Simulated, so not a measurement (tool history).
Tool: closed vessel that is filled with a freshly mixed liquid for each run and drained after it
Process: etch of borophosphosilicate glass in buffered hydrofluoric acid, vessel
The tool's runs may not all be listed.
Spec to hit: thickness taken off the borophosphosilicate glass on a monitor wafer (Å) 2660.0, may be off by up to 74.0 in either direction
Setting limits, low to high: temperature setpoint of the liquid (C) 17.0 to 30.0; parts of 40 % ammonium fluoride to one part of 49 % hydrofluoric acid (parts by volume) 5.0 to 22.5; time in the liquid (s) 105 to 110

run  hour  temperature setpoint of the liquid (C)  parts of 40 % ammonium fluoride to one part of 49 % hydrofluoric acid (parts by volume)  time in the liquid (s)  thickness taken off the borophosphosilicate glass on a monitor wafer (Å)
  1   0.0                                    22.0                                                                                     13.5                     105                                                                    2178.1
  2   5.6                                    22.0                                                                                     13.5                     105                                                                    2198.6
  3  13.4                                    22.0                                                                                     16.5                     105                                                                    1794.0
  4  19.8                                    20.0                                                                                     16.5                     105                                                                    1623.7
  5  25.4                                    23.0                                                                                     16.5                     105                                                                    1906.6
  6  31.6                                    25.0                                                                                     16.5                     105                                                                    2149.5
  7  40.4                                    26.0                                                                                     16.5                     105                                                                    2248.7
  8  48.0                                    27.0                                                                                     16.5                     105                                                                    2348.3
  9  48.9                                    27.5                                                                                     16.5                     105                                                                    2411.3
 10  55.9                                    28.0                                                                                     16.5                     105                                                                    2486.7
 11  61.6                                    28.5                                                                                     16.5                     105                                                                    2517.6

Pick the move, out of 4, that brings all results within their allowed miss; only one does.
  A  67.3                                    27.5                                                                                     18.0                     110                                                                         ?
  B  67.3                                    28.0                                                                                     17.5                     105                                                                         ?
  C  67.3                                    27.5                                                                                     17.5                     110                                                                         ?
  D  67.3                                    28.5                                                                                     16.5                     110                                                                         ?

move  thickness taken off the borophosphosilicate glass on a monitor wafer (Å)
   A                                                                    2345.0
   B                                                                    2363.3
   C                                                                    2411.1
   D                                                                    2693.8
A: lands further from the targets than the last run did
B: lands further from the targets than the last run did
C: lands further from the targets than the last run did
D: hits every target within its allowed miss
Correct choice: D, which meets every target
